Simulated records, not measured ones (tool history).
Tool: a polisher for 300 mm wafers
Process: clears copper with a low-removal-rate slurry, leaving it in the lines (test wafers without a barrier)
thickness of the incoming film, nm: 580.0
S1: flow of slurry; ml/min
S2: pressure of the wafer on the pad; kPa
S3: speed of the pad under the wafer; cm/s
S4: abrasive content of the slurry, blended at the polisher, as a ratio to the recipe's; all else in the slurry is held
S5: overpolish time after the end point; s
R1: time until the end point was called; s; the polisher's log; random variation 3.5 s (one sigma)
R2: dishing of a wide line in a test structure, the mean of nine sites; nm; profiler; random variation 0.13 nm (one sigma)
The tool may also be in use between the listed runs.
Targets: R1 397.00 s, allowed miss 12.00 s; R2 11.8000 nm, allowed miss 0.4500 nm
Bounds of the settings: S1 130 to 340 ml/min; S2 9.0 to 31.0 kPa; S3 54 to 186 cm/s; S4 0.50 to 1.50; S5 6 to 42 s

Run 1, hour 0.0: S1 220 ml/min, S2 20.0 kPa, S3 118 cm/s, S4 1.00, S5 21 s. Result: R1 150.99 s, R2 53.8300 nm.
Run 2, hour 5.7: S1 220 ml/min, S2 20.0 kPa, S3 144 cm/s, S4 1.00, S5 21 s. Result: R1 127.20 s, R2 62.3360 nm.
Run 3, hour 7.9: S1 220 ml/min, S2 17.2 kPa, S3 122 cm/s, S4 1.00, S5 17 s. Result: R1 170.78 s, R2 41.6860 nm.
Run 4, hour 12.4: S1 220 ml/min, S2 17.2 kPa, S3 122 cm/s, S4 1.00, S5 8 s. Result: R1 170.63 s, R2 21.2070 nm.
Run 5, hour 13.5: S1 190 ml/min, S2 17.2 kPa, S3 122 cm/s, S4 1.00, S5 8 s. Result: R1 175.98 s, R2 20.6340 nm.
Run 6, hour 17.6: S1 180 ml/min, S2 15.2 kPa, S3 110 cm/s, S4 1.00, S5 8 s. Result: R1 223.06 s, R2 16.4600 nm.
At hour 26.5: head pressure recalibrated.
Run 7, hour 26.5: S1 170 ml/min, S2 13.8 kPa, S3 106 cm/s, S4 1.00, S5 9 s. Result: R1 267.21 s, R2 15.4330 nm.
Run 8, hour 29.1: S1 135 ml/min, S2 9.0 kPa, S3 102 cm/s, S4 1.00, S5 9 s. Result: R1 436.08 s, R2 9.8003 nm.
Run 9, hour 35.7: S1 145 ml/min, S2 9.0 kPa, S3 102 cm/s, S4 1.00, S5 9 s. Result: R1 432.68 s, R2 9.8339 nm.
Run 10, hour 42.4: S1 160 ml/min, S2 9.0 kPa, S3 102 cm/s, S4 1.00, S5 9 s. Result: R1 421.81 s, R2 10.1610 nm.
Run 11, hour 49.6: S1 170 ml/min, S2 9.0 kPa, S3 102 cm/s, S4 1.00, S5 9 s. Result: R1 419.56 s, R2 10.1570 nm.
Run 12, hour 57.8: S1 180 ml/min, S2 9.0 kPa, S3 102 cm/s, S4 1.00, S5 9 s. Result: R1 417.97 s, R2 10.0670 nm.
Run 13, hour 63.7: S1 185 ml/min, S2 9.0 kPa, S3 102 cm/s, S4 1.00, S5 9 s. Result: R1 410.54 s, R2 10.3680 nm.
Run 14, hour 66.8: S1 190 ml/min, S2 9.0 kPa, S3 102 cm/s, S4 1.00, S5 9 s. Result: R1 410.13 s, R2 10.3410 nm.
Run 15, hour 72.7: S1 195 ml/min, S2 9.0 kPa, S3 102 cm/s, S4 1.00, S5 9 s. Result: R1 412.44 s, R2 10.5120 nm.
Run 16, hour 81.7: S1 205 ml/min, S2 9.0 kPa, S3 102 cm/s, S4 1.00, S5 9 s. Result: R1 405.89 s, R2 10.3010 nm.

Which of these 5 next moves meets every target?
Run A, hour 90.7: S1 210 ml/min, S2 9.0 kPa, S3 104 cm/s, S4 1.05, S5 10 s. Result: R1 ?, R2 ?.
Run B, hour 90.7: S1 200 ml/min, S2 12.4 kPa, S3 86 cm/s, S4 0.90, S5 9 s. Result: R1 ?, R2 ?.
Run C, hour 90.7: S1 165 ml/min, S2 15.2 kPa, S3 74 cm/s, S4 0.85, S5 10 s. Result: R1 ?, R2 ?.
Run D, hour 90.7: S1 220 ml/min, S2 9.7 kPa, S3 98 cm/s, S4 0.95, S5 11 s. Result: R1 ?, R2 ?.
Run E, hour 90.7: S1 265 ml/min, S2 9.7 kPa, S3 94 cm/s, S4 1.00, S5 9 s. Result: R1 ?, R2 ?.

move      R1       R2
   A  392.87  12.0980
   B  364.52  11.8290
   C  364.36  13.1260
   D  396.42  13.1450
   E  397.94  10.8320
A: meets every target
B: brings the result that was furthest off to its target, and leaves another outside
C: takes the result that was furthest off past its target
D: takes the result that was furthest off past its target
E: nearer than the last run, and not there yet
The right move is A.
